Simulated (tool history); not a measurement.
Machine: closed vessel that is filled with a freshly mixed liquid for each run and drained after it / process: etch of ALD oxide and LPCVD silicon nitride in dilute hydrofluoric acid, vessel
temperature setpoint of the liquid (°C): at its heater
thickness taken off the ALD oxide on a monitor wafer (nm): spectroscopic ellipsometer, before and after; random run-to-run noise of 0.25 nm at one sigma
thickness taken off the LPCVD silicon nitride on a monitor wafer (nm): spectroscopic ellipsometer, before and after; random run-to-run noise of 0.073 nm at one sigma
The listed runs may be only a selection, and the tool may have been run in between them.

| run | day | temperature setpoint of the liquid (°C) | parts of water to one part of 49 % hydrofluoric acid (parts by volume) | time in the liquid (s) | thickness taken off the ALD oxide on a monitor wafer (nm) | thickness taken off the LPCVD silicon nitride on a monitor wafer (nm) |
|---|---|---|---|---|---|---|
| 1 | 0.000 | 21.0 | 235 | 370 | 11.1480 | 0.63657 |
| 2 | 0.158 | 21.0 | 235 | 245 | 7.4722 | 0.43096 |
| 3 | 0.329 | 21.0 | 235 | 95 | 2.8768 | 0.16654 |
| 4 | 0.433 | 17.5 | 235 | 95 | 2.5095 | 0.13089 |
| 5 | 0.483 | 17.5 | 235 | 155 | 4.0780 | 0.21138 |
| 6 | 0.779 | 17.0 | 235 | 155 | 3.9647 | 0.20264 |

For run 7, what comes out?
| 7 | 1.025 | 17.5 | 205 | 185 | ? | ? |

Run 7 came out at thickness taken off the ALD oxide on a monitor wafer (nm) 5.7316, thickness taken off the LPCVD silicon nitride on a monitor wafer (nm) 0.29360.

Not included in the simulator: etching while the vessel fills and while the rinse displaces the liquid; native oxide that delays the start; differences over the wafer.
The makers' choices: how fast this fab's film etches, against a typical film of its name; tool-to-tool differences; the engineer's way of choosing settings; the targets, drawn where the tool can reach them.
